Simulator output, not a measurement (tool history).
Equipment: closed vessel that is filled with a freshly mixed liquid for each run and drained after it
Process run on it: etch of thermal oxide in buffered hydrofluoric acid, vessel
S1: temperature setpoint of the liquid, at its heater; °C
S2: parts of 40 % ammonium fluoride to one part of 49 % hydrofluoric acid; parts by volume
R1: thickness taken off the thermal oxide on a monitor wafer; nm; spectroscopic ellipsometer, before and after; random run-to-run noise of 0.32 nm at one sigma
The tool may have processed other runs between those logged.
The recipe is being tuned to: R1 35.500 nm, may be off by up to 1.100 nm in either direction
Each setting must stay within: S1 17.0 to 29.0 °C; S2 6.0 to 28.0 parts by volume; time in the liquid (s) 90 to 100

run 1 hour=0.0 | S1=21.0 S2=17.0 time_in_the_liquid_(s)=90 | R1=48.446
run 2 hour=5.0 | S1=21.0 S2=17.0 time_in_the_liquid_(s)=90 | R1=49.443
run 3 hour=11.6 | S1=20.0 S2=17.5 time_in_the_liquid_(s)=90 | R1=44.950
run 4 hour=17.8 | S1=19.0 S2=18.0 time_in_the_liquid_(s)=90 | R1=41.936
run 5 hour=24.4 | S1=19.0 S2=18.0 time_in_the_liquid_(s)=100 | R1=46.123
run 6 hour=25.4 | S1=22.0 S2=18.0 time_in_the_liquid_(s)=100 | R1=54.712
run 7 hour=31.7 | S1=21.0 S2=19.0 time_in_the_liquid_(s)=100 | R1=49.573
run 8 hour=39.8 | S1=20.0 S2=19.5 time_in_the_liquid_(s)=100 | R1=45.666
run 9 hour=44.4 | S1=19.5 S2=20.0 time_in_the_liquid_(s)=100 | R1=44.138
run 10 hour=47.6 | S1=19.0 S2=20.5 time_in_the_liquid_(s)=100 | R1=41.063
run 11 hour=49.2 | S1=18.5 S2=20.5 time_in_the_liquid_(s)=100 | R1=40.378
run 12 hour=50.8 | S1=18.0 S2=21.0 time_in_the_liquid_(s)=100 | R1=38.972
run 13 hour=52.1 | S1=17.5 S2=21.5 time_in_the_liquid_(s)=100 | R1=37.196
-- hour=58.8 hydrofluoric acid flow meter replaced
run 14 hour=58.8 | S1=17.0 S2=22.0 time_in_the_liquid_(s)=100 | R1=37.295
run 15 hour=61.5 | S1=17.0 S2=22.5 time_in_the_liquid_(s)=100 | R1=36.603

Next run, 4 choices. One meets every target within its allowed miss, the rest don't. Which?
run A hour=64.2 | S1=17.0 S2=23.5 time_in_the_liquid_(s)=100 | R1=?
run B hour=64.2 | S1=17.5 S2=21.0 time_in_the_liquid_(s)=100 | R1=?
run C hour=64.2 | S1=18.5 S2=20.5 time_in_the_liquid_(s)=90 | R1=?
run D hour=64.2 | S1=18.0 S2=23.0 time_in_the_liquid_(s)=100 | R1=?

move=A R1=35.478
move=B R1=39.461
move=C R1=38.225
move=D R1=38.128
A: every result within its allowed miss
B: further off than the last run
C: further off than the last run
D: further off than the last run
So the answer is move A, the one that meets all the targets.
